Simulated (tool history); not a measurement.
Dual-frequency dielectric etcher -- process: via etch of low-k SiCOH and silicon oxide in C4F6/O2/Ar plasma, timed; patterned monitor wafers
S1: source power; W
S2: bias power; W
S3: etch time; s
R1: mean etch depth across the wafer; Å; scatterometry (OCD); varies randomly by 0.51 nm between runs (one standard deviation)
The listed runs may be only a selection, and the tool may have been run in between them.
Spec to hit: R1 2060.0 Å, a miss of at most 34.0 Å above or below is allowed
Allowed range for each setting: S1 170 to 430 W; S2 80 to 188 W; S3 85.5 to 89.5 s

{"run": 1, "hour": 0.0, "S1": 300, "S2": 134, "S3": 85.5, "R1": 1774.7}
{"run": 2, "hour": 3.7, "S1": 300, "S2": 112, "S3": 85.5, "R1": 1700.8}
{"run": 3, "hour": 8.1, "S1": 340, "S2": 117, "S3": 85.5, "R1": 1816.8}
{"run": 4, "hour": 15.1, "S1": 300, "S2": 117, "S3": 85.5, "R1": 1708.4}
{"run": 5, "hour": 21.5, "S1": 280, "S2": 117, "S3": 85.5, "R1": 1673.1}
{"run": 6, "hour": 28.1, "S1": 280, "S2": 106, "S3": 85.5, "R1": 1631.5}
{"run": 7, "hour": 37.1, "S1": 330, "S2": 112, "S3": 85.5, "R1": 1773.8}
{"run": 8, "hour": 40.6, "S1": 330, "S2": 112, "S3": 85.5, "R1": 1772.4}
{"run": 9, "hour": 41.4, "S1": 360, "S2": 115, "S3": 85.5, "R1": 1854.2}
{"run": 10, "hour": 46.5, "S1": 380, "S2": 118, "S3": 85.5, "R1": 1903.3}
{"run": 11, "hour": 49.4, "S1": 400, "S2": 121, "S3": 85.5, "R1": 1967.2}
{"run": 12, "hour": 53.0, "S1": 410, "S2": 123, "S3": 85.5, "R1": 1992.6}

Which one of the following 4 next-run settings gets every result inside its allowed miss? There is exactly one.
{"run": "A", "hour": 56.6, "S1": 390, "S2": 124, "S3": 89.5, "R1": "?"}
{"run": "B", "hour": 56.6, "S1": 430, "S2": 129, "S3": 88.5, "R1": "?"}
{"run": "C", "hour": 56.6, "S1": 370, "S2": 139, "S3": 86.5, "R1": "?"}
{"run": "D", "hour": 56.6, "S1": 400, "S2": 102, "S3": 89.5, "R1": "?"}

move=A R1=2045.1
move=B R1=2128.5
move=C R1=1984.6
move=D R1=1980.9
A: each result inside its tolerance
B: moves the result that the last run missed by most past its target, out the other side
C: lands further from the targets than the last run did
D: lands further from the targets than the last run did
A is the move that brings every result within its allowed miss.
